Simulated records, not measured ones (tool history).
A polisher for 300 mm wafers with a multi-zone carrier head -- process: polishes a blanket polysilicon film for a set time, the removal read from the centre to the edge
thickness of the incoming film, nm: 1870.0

run	hour	flow of slurry (ml/min)	pressure of the head's centre zone	pressure of the head's middle zone	pressure of the head's edge zone	polishing time (s)	film removed at the wafer's centre (Å)	film removed at mid-radius (Å)	film removed at the wafer's edge (Å)
1	0	190	1	1	1	37	4388.5	4155.5	4161.4
2	2.8	190	1	1	0.94	37	4339.8	4094.9	4063.6
3	5.1	190	1.02	1.02	0.91	34	4023	3947.9	3705.3
4	10.2	190	1.02	1.02	0.86	34	4129.4	3908.9	3602.7
5	10.8	185	1.02	1.02	0.85	32	3762.5	3598.2	3364.1
6	11.6	180	1.04	1.03	0.84	31	3762.1	3547.9	3223.3
7	13.8	170	1.04	1.04	0.83	30	3702.2	3509.4	3072.5
8	20.6	160	1.03	1.03	0.82	30	3476.1	3389.8	3058.6
9	27.9	155	1.04	1.03	0.82	30	3479	3420.7	2997.6
10	32.8	150	1.05	1.02	0.82	30	3499.7	3294.8	3020.9

Run 11 has not been measured yet. What should we expect?
11	38.5	145	1.05	1.03	0.82	30	?	?	?

Run 11 measured film removed at the wafer's centre (Å) 3585.9, film removed at mid-radius (Å) 3349, film removed at the wafer's edge (Å) 2977.9.
